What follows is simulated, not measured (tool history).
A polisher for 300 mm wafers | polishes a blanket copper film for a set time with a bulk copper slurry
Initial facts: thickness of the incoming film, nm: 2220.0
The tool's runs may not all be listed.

run,hour,flow of slurry (ml/min),pressure of the wafer on the pad (kPa),speed of the pad under the wafer (cm/s),abrasive content of the slurry,polishing time (s),film removed (nm)
1,0,135,15.9,134,1,27,224.28
2,2,135,15.9,134,1.2,27,235.05
3,7.1,135,15.9,122,1.2,27,212.16
4,12.2,135,15.9,122,1,27,209.84
5,18,135,13.1,122,1,27,172.14
6,21.1,140,15.2,122,1,27,202.28
7,29.6,150,16.5,122,1,27,217.19

Run 8 comes next. What will it give?
8,35.2,150,18.6,122,1,27,?

{"run 8": {"film removed (nm)": 249.71}}

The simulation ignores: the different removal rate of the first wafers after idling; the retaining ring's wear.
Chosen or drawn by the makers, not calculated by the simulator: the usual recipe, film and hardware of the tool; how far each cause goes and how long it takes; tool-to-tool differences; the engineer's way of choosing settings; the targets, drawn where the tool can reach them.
